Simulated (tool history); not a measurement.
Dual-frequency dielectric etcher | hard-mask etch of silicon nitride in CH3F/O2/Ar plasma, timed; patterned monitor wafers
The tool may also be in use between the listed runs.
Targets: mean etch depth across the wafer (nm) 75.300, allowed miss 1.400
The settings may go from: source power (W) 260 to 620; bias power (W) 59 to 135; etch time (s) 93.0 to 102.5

run	hour	source power (W)	bias power (W)	etch time (s)	mean etch depth across the wafer (nm)
1	0.0	440	97	102.5	81.314
2	5.8	440	97	102.5	81.711
3	14.9	430	96	102.5	80.849
4	23.6	420	95	102.5	80.279
5	32.1	420	95	102.5	79.485
6	40.3	420	103	102.5	82.162
7	47.7	400	102	102.5	81.399
8	56.2	380	101	102.5	80.024
9	65.0	370	100	102.5	78.760
10	73.0	360	100	102.5	77.762
11	74.8	350	100	102.5	77.623
12	80.1	340	100	102.5	77.833

Which of these 5 next moves meets every target?
A	85.4	330	111	97.0	?
B	85.4	300	111	96.0	?
C	85.4	520	77	95.0	?
D	85.4	330	127	99.0	?
E	85.4	270	97	102.5	?

move	mean etch depth across the wafer (nm)
A	75.835
B	73.252
C	72.830
D	81.849
E	72.070
A: meets every target
B: takes the result that was furthest off past its target
C: takes the result that was furthest off past its target
D: further off than the last run
E: takes the result that was furthest off past its target
Answer: A
